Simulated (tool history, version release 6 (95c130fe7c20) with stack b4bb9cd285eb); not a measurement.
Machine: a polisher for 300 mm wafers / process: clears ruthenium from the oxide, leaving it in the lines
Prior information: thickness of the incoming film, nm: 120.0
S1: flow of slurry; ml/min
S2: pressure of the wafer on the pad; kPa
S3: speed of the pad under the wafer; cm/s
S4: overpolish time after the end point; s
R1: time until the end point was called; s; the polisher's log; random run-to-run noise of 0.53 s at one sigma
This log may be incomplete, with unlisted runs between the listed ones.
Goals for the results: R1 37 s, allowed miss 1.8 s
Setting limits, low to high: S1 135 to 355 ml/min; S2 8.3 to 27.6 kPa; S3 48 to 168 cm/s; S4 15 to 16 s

run,hour,S1,S2,S3,S4,R1
1,0,225,17.9,108,15,58.152
2,8.9,225,19.3,108,15,55.41
3,10.4,225,19.3,108,16,53.653
4,15.5,225,19.3,108,16,54.025
5,22.8,225,19.3,132,16,44.637
6,24.9,225,20,132,16,42.939
7,30.4,225,20.7,132,16,41.722
8,32.5,225,22.1,132,16,39.818

4 next moves are on the table. One of them brings every result within its allowed miss. Which?
A,34.6,230,21.4,130,16,?
B,34.6,185,21.4,150,15,?
C,34.6,225,24.1,118,16,?
D,34.6,160,24.8,118,15,?

move,R1
A,41.133
B,36.874
C,40.262
D,41.277
A: moves away from the targets compared with the last run
B: each result inside its tolerance
C: moves away from the targets compared with the last run
D: moves away from the targets compared with the last run
Go with B: it meets all targets.
